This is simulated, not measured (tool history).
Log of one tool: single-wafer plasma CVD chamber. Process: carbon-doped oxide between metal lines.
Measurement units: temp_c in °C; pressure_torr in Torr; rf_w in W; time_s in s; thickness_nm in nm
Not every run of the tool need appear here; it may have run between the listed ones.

| run | day | temp_c | pressure_torr | rf_w | time_s | thickness_nm |
|---|---|---|---|---|---|---|
| 1 | 0.000 | 355 | 6.51 | 630 | 12.6 | 84.147 |
| 2 | 0.292 | 355 | 6.51 | 630 | 12.0 | 80.180 |
| 3 | 0.392 | 355 | 6.51 | 665 | 12.0 | 82.124 |
| 4 | 0.596 | 354 | 6.62 | 690 | 12.1 | 86.748 |
| 5 | 0.808 | 354 | 6.62 | 765 | 12.1 | 91.746 |
|  | 1.050 | thermocouple changed; heater temperature recalibrated |
| 6 | 1.050 | 359 | 6.62 | 765 | 12.1 | 92.022 |
| 7 | 1.279 | 359 | 6.67 | 770 | 12.1 | 92.916 |
| 8 | 1.508 | 359 | 6.73 | 775 | 12.1 | 92.909 |
| 9 | 1.604 | 359 | 6.78 | 780 | 12.1 | 93.355 |
| 10 | 1.842 | 359 | 6.81 | 785 | 12.1 | 93.592 |

Run 11 has not been measured yet. What should we expect?
| 11 | 2.129 | 359 | 6.81 | 790 | 12.1 | ? |

For run 11 the tool returned thickness_nm 94.896 nm.
